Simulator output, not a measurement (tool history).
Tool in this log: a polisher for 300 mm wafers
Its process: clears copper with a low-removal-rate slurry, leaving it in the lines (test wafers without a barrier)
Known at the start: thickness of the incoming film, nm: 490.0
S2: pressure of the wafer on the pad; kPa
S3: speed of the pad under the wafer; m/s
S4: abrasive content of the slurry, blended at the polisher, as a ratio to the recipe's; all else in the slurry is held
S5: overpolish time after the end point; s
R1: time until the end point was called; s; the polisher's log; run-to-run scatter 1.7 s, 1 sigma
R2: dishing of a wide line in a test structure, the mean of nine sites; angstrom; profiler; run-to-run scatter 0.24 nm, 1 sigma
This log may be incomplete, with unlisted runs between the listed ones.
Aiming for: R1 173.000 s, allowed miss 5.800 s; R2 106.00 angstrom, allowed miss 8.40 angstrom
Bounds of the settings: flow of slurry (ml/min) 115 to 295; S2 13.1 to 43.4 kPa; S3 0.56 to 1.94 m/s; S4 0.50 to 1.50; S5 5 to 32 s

{"run": 1, "hour": 0.0, "flow of slurry (ml/min)": 190, "S2": 28.3, "S3": 1.24, "S4": 1.0, "S5": 16, "R1": 99.874, "R2": 500.57}
{"run": 2, "hour": 5.5, "flow of slurry (ml/min)": 155, "S2": 28.3, "S3": 1.24, "S4": 1.0, "S5": 16, "R1": 101.62, "R2": 504.63}
{"run": 3, "hour": 7.1, "flow of slurry (ml/min)": 185, "S2": 24.8, "S3": 1.2, "S4": 1.0, "S5": 14, "R1": 117.6, "R2": 394.2}
{"run": 4, "hour": 15.5, "flow of slurry (ml/min)": 185, "S2": 24.8, "S3": 1.2, "S4": 1.0, "S5": 17, "R1": 115.36, "R2": 473.37}
{"run": 5, "hour": 16.2, "flow of slurry (ml/min)": 185, "S2": 24.8, "S3": 0.92, "S4": 1.0, "S5": 17, "R1": 148.71, "R2": 385.01}
{"run": 6, "hour": 24.5, "flow of slurry (ml/min)": 210, "S2": 22.8, "S3": 0.94, "S4": 1.0, "S5": 14, "R1": 155.82, "R2": 289.48}
{"run": 7, "hour": 29.6, "flow of slurry (ml/min)": 260, "S2": 15.2, "S3": 1.22, "S4": 0.9, "S5": 6, "R1": 180.49, "R2": 119.31}
{"run": 8, "hour": 30.4, "flow of slurry (ml/min)": 270, "S2": 15.2, "S3": 1.24, "S4": 0.85, "S5": 6, "R1": 180.17, "R2": 114.05}
{"run": 9, "hour": 32.9, "flow of slurry (ml/min)": 275, "S2": 15.2, "S3": 1.24, "S4": 0.85, "S5": 6, "R1": 179.13, "R2": 119.22}
{"run": 10, "hour": 40.6, "flow of slurry (ml/min)": 280, "S2": 15.2, "S3": 1.28, "S4": 0.8, "S5": 6, "R1": 175.64, "R2": 120.54}
{"run": 11, "hour": 44.2, "flow of slurry (ml/min)": 285, "S2": 14.5, "S3": 1.3, "S4": 0.85, "S5": 6, "R1": 177.8, "R2": 122.11}
{"run": 12, "hour": 45.6, "flow of slurry (ml/min)": 280, "S2": 14.5, "S3": 1.3, "S4": 0.8, "S5": 6, "R1": 180.26, "R2": 118.23}
{"run": 13, "hour": 54.3, "flow of slurry (ml/min)": 285, "S2": 14.5, "S3": 1.32, "S4": 0.8, "S5": 6, "R1": 177.32, "R2": 124.11}
{"run": 14, "hour": 60.2, "flow of slurry (ml/min)": 285, "S2": 14.5, "S3": 1.3, "S4": 0.9, "S5": 6, "R1": 176.85, "R2": 128.16}
{"run": 15, "hour": 61.4, "flow of slurry (ml/min)": 280, "S2": 14.5, "S3": 1.3, "S4": 0.85, "S5": 6, "R1": 179.37, "R2": 124.24}
{"run": 16, "hour": 66.7, "flow of slurry (ml/min)": 230, "S2": 18.6, "S3": 1.34, "S4": 0.6, "S5": 5, "R1": 151.68, "R2": 120.64}

Which single option among these 5 for the next run brings every result within its allowed miss of target? Just one does.
{"run": "A", "hour": 72.0, "flow of slurry (ml/min)": 235, "S2": 22.1, "S3": 1.5, "S4": 0.5, "S5": 5, "R1": "?", "R2": "?"}
{"run": "B", "hour": 72.0, "flow of slurry (ml/min)": 220, "S2": 17.9, "S3": 1.22, "S4": 0.5, "S5": 5, "R1": "?", "R2": "?"}
{"run": "C", "hour": 72.0, "flow of slurry (ml/min)": 265, "S2": 21.4, "S3": 1.28, "S4": 0.5, "S5": 5, "R1": "?", "R2": "?"}
{"run": "D", "hour": 72.0, "flow of slurry (ml/min)": 200, "S2": 15.2, "S3": 1.78, "S4": 0.55, "S5": 5, "R1": "?", "R2": "?"}
{"run": "E", "hour": 72.0, "flow of slurry (ml/min)": 240, "S2": 20.7, "S3": 1.34, "S4": 0.65, "S5": 5, "R1": "?", "R2": "?"}

move=A R1=117.200 R2=152.03
move=B R1=174.520 R2=103.80
move=C R1=138.300 R2=129.93
move=D R1=142.830 R2=125.26
move=E R1=131.510 R2=136.21
A: misses by more than the last run did
B: in spec on every target
C: misses by more than the last run did
D: misses by more than the last run did
E: misses by more than the last run did
The move that meets every target is B.
